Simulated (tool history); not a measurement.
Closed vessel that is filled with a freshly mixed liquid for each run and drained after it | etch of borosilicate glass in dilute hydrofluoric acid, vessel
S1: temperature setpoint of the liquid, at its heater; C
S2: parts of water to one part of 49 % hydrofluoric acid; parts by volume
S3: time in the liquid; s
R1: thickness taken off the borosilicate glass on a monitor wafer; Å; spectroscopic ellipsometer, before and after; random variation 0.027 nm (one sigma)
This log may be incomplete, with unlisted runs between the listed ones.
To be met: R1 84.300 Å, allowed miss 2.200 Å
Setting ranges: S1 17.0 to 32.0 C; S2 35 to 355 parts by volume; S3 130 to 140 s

Run 1, hour 0.0: S1 24.0 C, S2 195 parts by volume, S3 130 s. Result: R1 151.160 Å.
Run 2, hour 1.4: S1 24.0 C, S2 255 parts by volume, S3 130 s. Result: R1 108.370 Å.
Run 3, hour 6.1: S1 27.0 C, S2 255 parts by volume, S3 130 s. Result: R1 119.930 Å.
Run 4, hour 7.2: S1 27.0 C, S2 255 parts by volume, S3 130 s. Result: R1 120.100 Å.
Run 5, hour 11.0: S1 27.0 C, S2 255 parts by volume, S3 130 s. Result: R1 120.600 Å.
Run 6, hour 15.0: S1 24.5 C, S2 255 parts by volume, S3 130 s. Result: R1 110.060 Å.
Run 7, hour 18.8: S1 22.5 C, S2 255 parts by volume, S3 130 s. Result: R1 102.330 Å.
Run 8, hour 19.6: S1 21.0 C, S2 255 parts by volume, S3 130 s. Result: R1 96.731 Å.

Which single option among these 5 for the next run brings every result within its allowed miss of target? Just one does.
Run A, hour 20.4: S1 19.0 C, S2 270 parts by volume, S3 140 s. Result: R1 ?.
Run B, hour 20.4: S1 17.5 C, S2 255 parts by volume, S3 130 s. Result: R1 ?.
Run C, hour 20.4: S1 21.0 C, S2 235 parts by volume, S3 140 s. Result: R1 ?.
Run D, hour 20.4: S1 19.0 C, S2 240 parts by volume, S3 140 s. Result: R1 ?.
Run E, hour 20.4: S1 21.0 C, S2 270 parts by volume, S3 130 s. Result: R1 ?.

move       R1
   A   90.101
   B   84.794
   C  115.280
   D  104.160
   E   90.111
A: moves toward the targets from the last run without getting all of them in spec
B: all results land within tolerance of their targets
C: the biggest miss grows against the last run
D: the biggest miss grows against the last run
E: moves toward the targets from the last run without getting all of them in spec
Answer: B
